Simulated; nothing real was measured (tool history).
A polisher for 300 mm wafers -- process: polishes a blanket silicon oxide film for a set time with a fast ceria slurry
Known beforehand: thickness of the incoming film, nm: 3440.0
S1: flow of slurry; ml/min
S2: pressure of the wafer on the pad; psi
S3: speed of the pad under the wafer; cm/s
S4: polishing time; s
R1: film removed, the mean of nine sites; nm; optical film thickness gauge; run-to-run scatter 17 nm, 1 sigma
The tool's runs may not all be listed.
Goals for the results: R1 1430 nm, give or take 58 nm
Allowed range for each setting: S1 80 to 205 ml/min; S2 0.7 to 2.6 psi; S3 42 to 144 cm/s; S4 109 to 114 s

run,day,S1,S2,S3,S4,R1
1,0,135,1.6,92,109,904.96
2,0.196,135,1.7,92,109,948.55
3,0.379,135,1.7,100,109,1025.4
4,0.492,135,1.8,100,109,1077.5
5,0.833,140,2.1,102,109,1259
6,1.058,170,2.1,102,109,1270.2
7,1.112,170,2.2,102,109,1303.7
8,1.267,170,2.3,102,109,1340.3

Of the 5 settings listed for the next run, only one would bring every result within its allowed miss of target. Which one?
A,1.421,155,2.3,94,114,?
B,1.421,155,2,102,114,?
C,1.421,150,2.6,78,114,?
D,1.421,175,2.3,102,113,?
E,1.421,195,2.4,92,109,?

move,R1
A,1314.3
B,1267
C,1230.2
D,1421
E,1313.8
A: misses by more than the last run did
B: misses by more than the last run did
C: misses by more than the last run did
D: meets every target
E: misses by more than the last run did
The move that meets every target is D.
